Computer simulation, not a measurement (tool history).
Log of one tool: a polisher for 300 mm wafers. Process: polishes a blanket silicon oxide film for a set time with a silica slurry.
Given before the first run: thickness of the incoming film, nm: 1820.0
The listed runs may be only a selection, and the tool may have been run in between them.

run,day,flow of slurry (ml/min),pressure of the wafer on the pad (psi),speed of the pad under the wafer (cm/s),abrasive content of the slurry,polishing time (s),film removed (angstrom)
1,0,200,5.5,114,1,55,2050.3
2,0.317,200,5.5,90,1,55,1688.9
3,0.488,195,5.3,90,1,55,1626.1
4,0.562,190,5.2,90,1,55,1595
5,0.938,185,5.1,90,1,55,1552.1
6,1.221,170,5.1,90,1,55,1543

For run 7, what comes out?
7,1.296,165,5,90,1,55,?

{"run 7": {"film removed (angstrom)": 1497.7}}
